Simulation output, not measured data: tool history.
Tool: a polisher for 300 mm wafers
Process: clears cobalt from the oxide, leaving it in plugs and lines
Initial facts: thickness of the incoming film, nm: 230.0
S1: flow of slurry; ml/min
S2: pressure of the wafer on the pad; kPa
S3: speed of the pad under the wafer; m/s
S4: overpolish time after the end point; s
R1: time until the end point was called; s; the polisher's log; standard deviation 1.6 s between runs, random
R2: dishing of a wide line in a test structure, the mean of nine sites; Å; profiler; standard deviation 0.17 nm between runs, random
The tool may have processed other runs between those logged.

run    day   S1   S2    S3  S4      R1      R2
  1  0.000  200  8.3  0.84  14  116.99  238.61
  2  0.212  200  8.3  0.84   8  117.04  146.02
  3  0.550  170  8.3  0.84   8  120.08  142.18
  4  0.579  130  8.3  0.84   8  127.72  134.32
  5  0.642  155  8.3  0.84   8  121.22  139.86
  6  0.908  150  7.6  0.84  10  134.12  158.35
     1.042  -- worn pad replaced by a new one
  7  1.042  145  6.9  0.84  10  141.68  151.78

Forecast run 8:
  8  1.404  140  6.2  0.84  11   ?   ?

R1: 157.21 s
R2: 149.44 Å
